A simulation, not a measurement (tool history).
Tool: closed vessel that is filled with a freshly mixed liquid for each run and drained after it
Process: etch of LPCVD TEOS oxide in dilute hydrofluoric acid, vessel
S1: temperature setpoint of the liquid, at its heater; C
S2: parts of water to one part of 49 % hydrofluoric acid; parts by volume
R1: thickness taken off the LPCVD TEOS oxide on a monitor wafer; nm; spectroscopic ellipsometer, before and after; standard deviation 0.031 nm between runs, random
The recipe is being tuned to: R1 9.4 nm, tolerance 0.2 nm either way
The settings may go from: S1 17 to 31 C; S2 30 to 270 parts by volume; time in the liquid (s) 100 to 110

Run 1, day 0: S1 23 C, S2 150 parts by volume, time in the liquid (s) 100. Result: R1 14.224 nm.
Run 2, day 0.054: S1 23 C, S2 175 parts by volume, time in the liquid (s) 100. Result: R1 11.9 nm.
Run 3, day 0.342: S1 22 C, S2 175 parts by volume, time in the liquid (s) 100. Result: R1 11.451 nm.
Run 4, day 0.462: S1 21 C, S2 175 parts by volume, time in the liquid (s) 100. Result: R1 11.009 nm.
Run 5, day 0.708: S1 21 C, S2 175 parts by volume, time in the liquid (s) 100. Result: R1 11.056 nm.
Run 6, day 1.029: S1 20.5 C, S2 175 parts by volume, time in the liquid (s) 100. Result: R1 10.846 nm.
Run 7, day 1.067: S1 20 C, S2 175 parts by volume, time in the liquid (s) 100. Result: R1 10.627 nm.
Run 8, day 1.238: S1 19.5 C, S2 175 parts by volume, time in the liquid (s) 100. Result: R1 10.445 nm.
Run 9, day 1.529: S1 19 C, S2 175 parts by volume, time in the liquid (s) 100. Result: R1 10.196 nm.
Run 10, day 1.888: S1 18.5 C, S2 175 parts by volume, time in the liquid (s) 100. Result: R1 9.9977 nm.
Run 11, day 2.188: S1 18 C, S2 175 parts by volume, time in the liquid (s) 100. Result: R1 9.8111 nm.

Of the 4 settings listed for the next run, only one would bring every result within its allowed miss of target. Which one?
Run A, day 2.488: S1 17 C, S2 190 parts by volume, time in the liquid (s) 105. Result: R1 ?.
Run B, day 2.488: S1 18 C, S2 170 parts by volume, time in the liquid (s) 100. Result: R1 ?.
Run C, day 2.488: S1 17.5 C, S2 170 parts by volume, time in the liquid (s) 100. Result: R1 ?.
Run D, day 2.488: S1 18 C, S2 180 parts by volume, time in the liquid (s) 100. Result: R1 ?.

move      R1
   A  8.9463
   B  10.102
   C  9.9007
   D  9.4492
A: takes the biggest miss from the last run beyond its target
B: its largest miss is bigger than the last run's
C: its largest miss is bigger than the last run's
D: in spec on every target
Go with D: it meets all targets.

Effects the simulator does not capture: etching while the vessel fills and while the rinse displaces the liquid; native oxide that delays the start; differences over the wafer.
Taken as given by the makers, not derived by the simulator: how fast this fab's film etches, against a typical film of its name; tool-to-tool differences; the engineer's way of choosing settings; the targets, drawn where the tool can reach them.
